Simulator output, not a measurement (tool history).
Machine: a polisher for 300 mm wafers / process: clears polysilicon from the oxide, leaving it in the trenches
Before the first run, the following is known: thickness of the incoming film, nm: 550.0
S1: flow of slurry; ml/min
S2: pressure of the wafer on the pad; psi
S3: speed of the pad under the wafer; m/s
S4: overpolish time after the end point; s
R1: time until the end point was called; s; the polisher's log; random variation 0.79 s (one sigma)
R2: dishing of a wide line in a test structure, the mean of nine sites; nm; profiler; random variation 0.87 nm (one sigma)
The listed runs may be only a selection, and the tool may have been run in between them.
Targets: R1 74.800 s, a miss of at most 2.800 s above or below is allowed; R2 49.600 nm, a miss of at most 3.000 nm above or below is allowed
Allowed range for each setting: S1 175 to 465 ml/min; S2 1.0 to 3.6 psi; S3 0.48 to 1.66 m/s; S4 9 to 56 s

run  hour   S1   S2    S3  S4      R1      R2
  1   0.0  295  2.3  1.06  29  48.020  49.988
  2   3.5  295  2.3  1.18  29  43.745  48.582
  3   7.7  300  2.0  1.16  31  51.245  49.903
  4  10.9  300  2.0  0.92  31  65.002  50.413
  5  12.0  295  1.9  0.92  28  67.022  51.377
  6  13.9  295  1.3  0.92  28  95.262  49.433
  7  21.7  295  1.4  0.92  27  88.789  48.293
  8  29.3  295  1.5  0.92  28  84.529  50.035
  9  34.1  295  1.8  0.94  17  71.169  46.930
 10  37.6  295  1.8  0.94  20  69.925  48.215

Below are 5 possible settings for the next run. Only one of them brings all results inside the allowed miss of their targets. Which is it?
  A  41.1  325  1.5  1.04  43   ?   ?
  B  41.1  270  2.1  0.90  17   ?   ?
  C  41.1  315  1.9  0.94  23   ?   ?
  D  41.1  270  2.2  0.84  35   ?   ?
  E  41.1  420  1.5  1.24  24   ?   ?

move      R1      R2
   A  74.144  51.308
   B  62.486  47.943
   C  65.306  49.872
   D  63.842  51.245
   E  61.530  50.372
A: in spec on every target
B: misses by more than the last run did
C: misses by more than the last run did
D: misses by more than the last run did
E: misses by more than the last run did
The right move is A.
